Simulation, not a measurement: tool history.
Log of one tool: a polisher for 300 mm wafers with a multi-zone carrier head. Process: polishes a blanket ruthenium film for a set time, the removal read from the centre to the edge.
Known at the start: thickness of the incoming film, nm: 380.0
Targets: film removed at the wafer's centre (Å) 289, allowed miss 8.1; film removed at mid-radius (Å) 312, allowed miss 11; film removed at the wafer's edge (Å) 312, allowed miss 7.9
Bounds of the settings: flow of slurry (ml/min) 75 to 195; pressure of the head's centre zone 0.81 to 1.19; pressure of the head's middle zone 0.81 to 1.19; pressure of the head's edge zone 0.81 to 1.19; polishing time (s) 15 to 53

run  hour  flow of slurry (ml/min)  pressure of the head's centre zone  pressure of the head's middle zone  pressure of the head's edge zone  polishing time (s)  film removed at the wafer's centre (Å)  film removed at mid-radius (Å)  film removed at the wafer's edge (Å)
  1     0                      125                                   1                                   1                                 1                  34                                  517.75                          513.17                                 531.4
  2   3.8                      115                                0.97                                0.99                              0.96                  30                                  436.75                          448.31                                445.44
  3   6.1                      115                                   1                                0.99                              0.96                  30                                  445.72                          437.76                                447.25
  4  14.2                      105                                0.95                                0.95                              0.93                  28                                  376.53                          395.48                                398.11
  5  21.1                      100                                0.94                                0.92                               0.9                  27                                  361.11                          363.13                                380.76
  6    28                      100                                0.94                                0.83                               0.9                  27                                  361.79                          332.64                                380.99
  7  35.6                       95                                0.92                                0.85                              0.87                  26                                  332.32                          323.24                                352.97
  8  39.4                       90                                0.91                                0.86                              0.85                  25                                  306.49                          304.82                                332.66

5 next moves are on the table. One of them brings every result within its allowed miss. Which?
  A  43.2                       95                                 0.9                                0.95                              0.86                  23                                       ?                               ?                                     ?
  B  43.2                       75                                0.92                                0.81                              0.88                  28                                       ?                               ?                                     ?
  C  43.2                       90                                0.84                                0.96                              0.82                  24                                       ?                               ?                                     ?
  D  43.2                      100                                0.81                                0.85                              0.93                  24                                       ?                               ?                                     ?
  E  43.2                       75                                0.89                                0.81                              1.02                  27                                       ?                               ?                                     ?

move  film removed at the wafer's centre (Å)  film removed at mid-radius (Å)  film removed at the wafer's edge (Å)
   A                                  287.39                          315.08                                309.91
   B                                  320.03                          305.89                                359.29
   C                                  273.57                          325.46                                312.58
   D                                  274.85                          305.11                                339.46
   E                                  298.45                          294.95                                371.28
A: meets every target
B: further off than the last run
C: brings the result that was furthest off to its target, and leaves another outside
D: further off than the last run
E: further off than the last run
Move A is the one to make.
